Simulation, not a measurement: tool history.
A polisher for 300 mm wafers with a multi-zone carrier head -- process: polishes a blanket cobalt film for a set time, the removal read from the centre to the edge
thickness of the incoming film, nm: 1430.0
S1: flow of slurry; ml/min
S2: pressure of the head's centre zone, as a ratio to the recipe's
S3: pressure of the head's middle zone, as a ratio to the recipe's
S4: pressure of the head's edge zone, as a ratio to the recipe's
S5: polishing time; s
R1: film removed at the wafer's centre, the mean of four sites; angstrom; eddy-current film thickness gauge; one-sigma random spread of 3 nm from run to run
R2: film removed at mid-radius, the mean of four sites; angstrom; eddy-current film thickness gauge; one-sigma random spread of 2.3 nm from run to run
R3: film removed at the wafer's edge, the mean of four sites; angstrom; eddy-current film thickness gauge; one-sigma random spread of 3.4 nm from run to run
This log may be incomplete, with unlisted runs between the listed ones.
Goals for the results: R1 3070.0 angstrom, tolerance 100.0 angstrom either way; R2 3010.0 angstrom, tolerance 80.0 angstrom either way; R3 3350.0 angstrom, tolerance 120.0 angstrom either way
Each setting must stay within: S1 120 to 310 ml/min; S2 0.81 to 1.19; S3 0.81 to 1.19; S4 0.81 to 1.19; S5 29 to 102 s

run  hour   S1    S2    S3    S4  S5      R1      R2      R3
  1   0.0  200  1.00  1.00  1.00  65  3857.7  3953.0  3952.9
  2   5.5  180  1.00  1.00  1.00  65  3770.7  3925.3  3829.0
  3   8.3  180  1.00  1.00  1.00  75  4362.9  4539.1  4437.4
  4  10.7  180  0.93  1.00  1.00  75  4142.4  4543.0  4415.2
  5  11.9  180  0.93  0.93  1.00  75  4144.3  4232.7  4508.6
  6  15.8  200  0.93  0.93  1.00  75  4079.3  4260.2  4398.1
  7  18.8  200  0.92  0.91  0.98  72  3985.5  4074.0  4170.3
  8  19.3  150  0.86  0.81  1.02  55  2756.6  2719.3  3280.8
  9  28.3  160  0.87  0.82  1.02  55  2762.2  2762.0  3293.5
 10  29.0  170  0.88  0.83  1.02  55  2816.4  2822.4  3266.0
 11  30.9  175  0.89  0.83  1.02  55  2884.0  2866.9  3359.5
 12  34.4  180  0.90  0.83  1.01  55  2938.4  2866.0  3304.3
 13  39.3  185  0.90  0.83  1.01  55  2915.3  2836.5  3263.1
 14  43.4  190  0.91  0.84  1.01  55  2958.3  2884.0  3216.1
 15  45.8  190  0.91  0.84  1.02  55  2967.3  2859.0  3342.8
 16  49.9  195  0.91  0.85  1.02  55  2922.8  2922.5  3285.8
 17  54.4  195  0.92  0.85  1.02  55  3032.9  2924.8  3321.6

Which one of the following 5 next-run settings gets every result inside its allowed miss? There is exactly one.
  A  58.9  165  0.96  0.85  1.10  55   ?   ?   ?
  B  58.9  210  0.98  0.92  1.13  53   ?   ?   ?
  C  58.9  195  0.87  0.91  0.98  57   ?   ?   ?
  D  58.9  145  0.89  0.84  1.03  56   ?   ?   ?
  E  58.9  180  0.94  0.81  1.03  57   ?   ?   ?

move      R1      R2      R3
   A  3064.3  2890.2  3331.1
   B  3114.8  3068.9  3328.2
   C  2998.9  3243.0  3313.3
   D  2864.7  2860.2  3237.4
   E  3161.0  2914.9  3372.4
A: lands further from the targets than the last run did
B: every result lands within tolerance
C: takes the result that was furthest off past its target
D: lands further from the targets than the last run did
E: lands further from the targets than the last run did
B is the move that brings every result within its allowed miss.

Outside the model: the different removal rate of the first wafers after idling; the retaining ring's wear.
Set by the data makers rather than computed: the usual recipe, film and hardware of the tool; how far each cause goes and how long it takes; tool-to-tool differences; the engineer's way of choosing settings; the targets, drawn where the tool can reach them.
